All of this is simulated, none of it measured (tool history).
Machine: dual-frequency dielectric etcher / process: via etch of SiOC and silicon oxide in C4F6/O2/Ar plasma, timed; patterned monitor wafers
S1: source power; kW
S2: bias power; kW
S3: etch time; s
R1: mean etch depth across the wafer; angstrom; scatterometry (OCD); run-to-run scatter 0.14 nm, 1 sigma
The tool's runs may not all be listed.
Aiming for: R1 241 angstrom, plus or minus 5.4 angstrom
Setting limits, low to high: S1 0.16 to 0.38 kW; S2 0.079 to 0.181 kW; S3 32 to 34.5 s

Run 1, hour 0: S1 0.27 kW, S2 0.13 kW, S3 34.5 s. Result: R1 312.94 angstrom.
Run 2, hour 8.5: S1 0.3 kW, S2 0.13 kW, S3 34.5 s. Result: R1 326.93 angstrom.
Run 3, hour 10.1: S1 0.3 kW, S2 0.117 kW, S3 34.5 s. Result: R1 314.04 angstrom.
Run 4, hour 16.6: S1 0.28 kW, S2 0.113 kW, S3 34.5 s. Result: R1 305.75 angstrom.
Run 5, hour 18.3: S1 0.28 kW, S2 0.113 kW, S3 34.5 s. Result: R1 305.05 angstrom.
Run 6, hour 23.5: S1 0.28 kW, S2 0.135 kW, S3 34.5 s. Result: R1 319.05 angstrom.
Run 7, hour 31.7: S1 0.27 kW, S2 0.129 kW, S3 34 s. Result: R1 307.8 angstrom.
Run 8, hour 34.5: S1 0.26 kW, S2 0.124 kW, S3 33.5 s. Result: R1 296.11 angstrom.
Run 9, hour 43.3: S1 0.25 kW, S2 0.12 kW, S3 33.5 s. Result: R1 288.63 angstrom.
Run 10, hour 52: S1 0.24 kW, S2 0.117 kW, S3 33.5 s. Result: R1 282.75 angstrom.
Run 11, hour 60.2: S1 0.18 kW, S2 0.092 kW, S3 32.5 s. Result: R1 229.45 angstrom.
Run 12, hour 66.3: S1 0.19 kW, S2 0.093 kW, S3 32.5 s. Result: R1 234.73 angstrom.

Below are 4 possible settings for the next run. Only one of them brings all results inside the allowed miss of their targets. Which is it?
Run A, hour 72.4: S1 0.18 kW, S2 0.088 kW, S3 32 s. Result: R1 ?.
Run B, hour 72.4: S1 0.17 kW, S2 0.082 kW, S3 34 s. Result: R1 ?.
Run C, hour 72.4: S1 0.21 kW, S2 0.097 kW, S3 32 s. Result: R1 ?.
Run D, hour 72.4: S1 0.18 kW, S2 0.089 kW, S3 32.5 s. Result: R1 ?.

move      R1
   A  222.05
   B  226.39
   C  242.12
   D  226.21
A: lands further from the targets than the last run did
B: lands further from the targets than the last run did
C: hits every target within its allowed miss
D: lands further from the targets than the last run did
C meets every target.

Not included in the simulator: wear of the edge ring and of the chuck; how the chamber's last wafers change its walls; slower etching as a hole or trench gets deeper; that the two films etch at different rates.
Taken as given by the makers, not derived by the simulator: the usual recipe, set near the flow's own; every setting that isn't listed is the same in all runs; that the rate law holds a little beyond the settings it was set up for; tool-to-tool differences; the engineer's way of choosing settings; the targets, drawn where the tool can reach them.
